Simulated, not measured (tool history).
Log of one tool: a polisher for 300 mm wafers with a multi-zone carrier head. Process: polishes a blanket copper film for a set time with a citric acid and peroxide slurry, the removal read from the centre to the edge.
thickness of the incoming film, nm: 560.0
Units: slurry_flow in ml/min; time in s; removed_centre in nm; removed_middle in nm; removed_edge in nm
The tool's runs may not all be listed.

run 1 hour=0.0 | slurry_flow=310 centre_zone=1.00 middle_zone=1.00 edge_zone=1.00 slurry_solids=1.00 time=54 | removed_centre=90.063 removed_middle=93.755 removed_edge=98.945
run 2 hour=7.2 | slurry_flow=310 centre_zone=1.00 middle_zone=1.00 edge_zone=1.00 slurry_solids=0.90 time=54 | removed_centre=88.914 removed_middle=90.998 removed_edge=95.319
run 3 hour=9.6 | slurry_flow=310 centre_zone=1.00 middle_zone=1.00 edge_zone=1.00 slurry_solids=0.90 time=42 | removed_centre=69.254 removed_middle=70.773 removed_edge=75.198
run 4 hour=16.8 | slurry_flow=310 centre_zone=0.97 middle_zone=1.00 edge_zone=1.00 slurry_solids=0.90 time=42 | removed_centre=67.211 removed_middle=70.663 removed_edge=74.531
run 5 hour=22.2 | slurry_flow=260 centre_zone=0.97 middle_zone=1.00 edge_zone=1.00 slurry_solids=0.90 time=42 | removed_centre=66.392 removed_middle=70.673 removed_edge=72.839
run 6 hour=29.7 | slurry_flow=280 centre_zone=0.98 middle_zone=1.02 edge_zone=1.03 slurry_solids=1.00 time=43 | removed_centre=70.807 removed_middle=75.260 removed_edge=78.006
run 7 hour=32.7 | slurry_flow=300 centre_zone=0.98 middle_zone=1.03 edge_zone=1.05 slurry_solids=1.05 time=44 | removed_centre=73.148 removed_middle=76.600 removed_edge=83.286
run 8 hour=37.2 | slurry_flow=300 centre_zone=0.98 middle_zone=1.05 edge_zone=1.06 slurry_solids=1.10 time=45 | removed_centre=75.640 removed_middle=82.109 removed_edge=84.617

Run 9 comes next. What will it give?
run 9 hour=37.8 | slurry_flow=315 centre_zone=0.98 middle_zone=1.06 edge_zone=1.08 slurry_solids=1.15 time=46 | removed_centre=? removed_middle=? removed_edge=?

Run 9 gave removed_centre 77.901 nm, removed_middle 85.651 nm, removed_edge 89.423 nm.
